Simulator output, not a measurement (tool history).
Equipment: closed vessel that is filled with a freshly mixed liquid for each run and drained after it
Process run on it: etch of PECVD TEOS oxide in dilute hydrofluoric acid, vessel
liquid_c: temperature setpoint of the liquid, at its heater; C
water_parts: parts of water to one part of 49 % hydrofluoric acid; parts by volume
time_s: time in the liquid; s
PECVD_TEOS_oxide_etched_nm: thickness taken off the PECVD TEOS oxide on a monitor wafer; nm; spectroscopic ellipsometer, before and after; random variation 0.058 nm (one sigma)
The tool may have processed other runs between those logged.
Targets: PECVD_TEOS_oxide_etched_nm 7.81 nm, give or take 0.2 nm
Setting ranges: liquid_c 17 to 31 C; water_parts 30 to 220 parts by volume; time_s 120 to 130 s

run	day	liquid_c	water_parts	time_s	PECVD_TEOS_oxide_etched_nm
1	0	23	125	120	12.78
2	0.383	21	135	120	10.818
3	0.733	20	140	120	9.9353
4	0.775	19	145	120	9.1953
5	1.117	18.5	150	120	8.6628
6	1.254	18.5	150	130	9.396
7	1.3	18	155	130	8.7477
8	1.504	17.5	155	130	8.5791
9	1.862	17.5	160	130	8.195

Which single option among these 4 for the next run brings every result within its allowed miss of target? Just one does.
A	2.221	17	145	120	?
B	2.221	18	160	130	?
C	2.221	18.5	155	120	?
D	2.221	17	155	120	?

move	PECVD_TEOS_oxide_etched_nm
A	8.4509
B	8.516
C	8.3208
D	7.8294
A: its largest miss is bigger than the last run's
B: its largest miss is bigger than the last run's
C: its largest miss is bigger than the last run's
D: every result lands within tolerance
Answer: D
